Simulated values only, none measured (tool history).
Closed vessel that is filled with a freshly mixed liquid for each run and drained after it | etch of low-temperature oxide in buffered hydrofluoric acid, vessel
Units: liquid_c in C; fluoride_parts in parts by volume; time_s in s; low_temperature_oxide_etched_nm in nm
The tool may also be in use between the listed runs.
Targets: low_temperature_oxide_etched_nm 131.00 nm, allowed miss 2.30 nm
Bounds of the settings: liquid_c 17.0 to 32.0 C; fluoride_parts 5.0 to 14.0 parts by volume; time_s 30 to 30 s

run  hour  liquid_c  fluoride_parts  time_s  low_temperature_oxide_etched_nm
  1   0.0      25.0             8.5      30                           177.13
  2   1.4      24.0             8.5      30                           168.92
  3   9.7      24.0             8.5      30                           169.05
  4  12.6      23.0             8.5      30                           160.74
  5  15.5      22.0             8.5      30                           151.67
  6  19.1      21.5             8.5      30                           147.18
  7  28.4      21.0             8.5      30                           143.12
  8  36.4      20.5             8.5      30                           138.95
  9  39.3      20.5             8.5      30                           139.17

Which of these 4 next moves meets every target?
  A  42.2      20.5             9.0      30                                ?
  B  42.2      19.0             7.5      30                                ?
  C  42.2      19.5             9.0      30                                ?
  D  42.2      17.5             8.0      30                                ?

move  low_temperature_oxide_etched_nm
   A                           131.48
   B                           147.31
   C                           124.33
   D                           126.19
A: meets every target
B: further off than the last run
C: takes the result that was furthest off past its target
D: takes the result that was furthest off past its target
Answer: A
